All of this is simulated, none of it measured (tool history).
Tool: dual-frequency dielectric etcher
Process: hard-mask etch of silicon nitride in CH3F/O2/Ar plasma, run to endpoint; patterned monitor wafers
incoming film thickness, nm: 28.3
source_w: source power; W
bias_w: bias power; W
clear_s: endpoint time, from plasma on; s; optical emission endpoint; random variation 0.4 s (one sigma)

{"run": 1, "day": 0.0, "source_w": 310, "bias_w": 63, "clear_s": 53.839}
{"run": 2, "day": 0.179, "source_w": 290, "bias_w": 62, "clear_s": 56.51}
{"run": 3, "day": 0.367, "source_w": 340, "bias_w": 62, "clear_s": 52.45}
{"run": 4, "day": 0.479, "source_w": 320, "bias_w": 61, "clear_s": 54.757}
{"run": 5, "day": 0.592, "source_w": 320, "bias_w": 57, "clear_s": 56.319}
{"run": 6, "day": 0.796, "source_w": 310, "bias_w": 57, "clear_s": 56.927}
{"run": 7, "day": 0.929, "source_w": 300, "bias_w": 57, "clear_s": 57.977}
{"run": 8, "day": 1.192, "source_w": 290, "bias_w": 57, "clear_s": 58.383}

Run 9 comes next. What will it give?
{"run": 9, "day": 1.433, "source_w": 280, "bias_w": 57, "clear_s": "?"}

{"run 9": {"clear_s": 59.446}}
